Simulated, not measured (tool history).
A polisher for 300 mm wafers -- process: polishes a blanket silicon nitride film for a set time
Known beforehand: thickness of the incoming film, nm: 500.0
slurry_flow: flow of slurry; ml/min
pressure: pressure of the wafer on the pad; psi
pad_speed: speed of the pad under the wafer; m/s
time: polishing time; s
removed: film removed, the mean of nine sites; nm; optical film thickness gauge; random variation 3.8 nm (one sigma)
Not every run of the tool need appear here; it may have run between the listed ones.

| run | day | slurry_flow | pressure | pad_speed | time | removed |
|---|---|---|---|---|---|---|
| 1 | 0 | 135 | 3.8 | 0.96 | 74 | 154.32 |
| 2 | 0.254 | 135 | 3.8 | 0.96 | 74 | 152.53 |
| 3 | 0.379 | 135 | 4.3 | 0.98 | 74 | 177.82 |
| 4 | 0.729 | 120 | 4.3 | 0.98 | 74 | 171.89 |
| 5 | 0.875 | 145 | 4.3 | 0.98 | 74 | 175.5 |
| 6 | 1 | 145 | 4.3 | 0.98 | 74 | 174.72 |
| 7 | 1.242 | 145 | 4.7 | 1 | 74 | 195.02 |
| 8 | 1.433 | 145 | 5 | 1.02 | 74 | 212.33 |
| 9 | 1.579 | 145 | 5.2 | 1.02 | 74 | 222.42 |

Run 10 has not been measured yet. What should we expect?
| 10 | 1.679 | 145 | 5.4 | 1.02 | 74 | ? |

{"run 10": {"removed": 229.86}}
